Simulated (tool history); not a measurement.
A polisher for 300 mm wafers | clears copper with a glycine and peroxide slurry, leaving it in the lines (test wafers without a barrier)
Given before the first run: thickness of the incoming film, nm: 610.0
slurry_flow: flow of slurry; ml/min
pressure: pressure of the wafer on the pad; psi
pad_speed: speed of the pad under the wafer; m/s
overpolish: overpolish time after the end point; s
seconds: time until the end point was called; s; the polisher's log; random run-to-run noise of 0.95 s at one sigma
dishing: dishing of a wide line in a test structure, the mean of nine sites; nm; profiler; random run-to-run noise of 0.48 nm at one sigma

Run 1, day 0.000: slurry_flow 265 ml/min, pressure 3.4 psi, pad_speed 1.20 m/s, overpolish 29 s. Result: seconds 92.956 s, dishing 91.111 nm.
Run 2, day 0.246: slurry_flow 255 ml/min, pressure 3.2 psi, pad_speed 1.26 m/s, overpolish 27 s. Result: seconds 94.372 s, dishing 84.138 nm.
Run 3, day 0.604: slurry_flow 255 ml/min, pressure 3.2 psi, pad_speed 1.06 m/s, overpolish 27 s. Result: seconds 106.470 s, dishing 80.772 nm.
Run 4, day 0.767: slurry_flow 245 ml/min, pressure 3.0 psi, pad_speed 1.14 m/s, overpolish 25 s. Result: seconds 107.650 s, dishing 74.940 nm.
Run 5, day 0.950: slurry_flow 245 ml/min, pressure 3.0 psi, pad_speed 1.14 m/s, overpolish 34 s. Result: seconds 107.300 s, dishing 89.057 nm.
Run 6, day 1.167: slurry_flow 235 ml/min, pressure 2.8 psi, pad_speed 1.22 m/s, overpolish 31 s. Result: seconds 107.800 s, dishing 84.546 nm.
Run 7, day 1.238: slurry_flow 255 ml/min, pressure 2.7 psi, pad_speed 1.28 m/s, overpolish 29 s. Result: seconds 105.220 s, dishing 80.520 nm.

What will run 8 give?
At day 1.329: slurry nozzle cleaned.
Run 8, day 1.329: slurry_flow 260 ml/min, pressure 2.6 psi, pad_speed 1.34 m/s, overpolish 27 s. Result: seconds ?, dishing ?.

{"run 8": {"seconds": 98.371, "dishing": 81.905}}
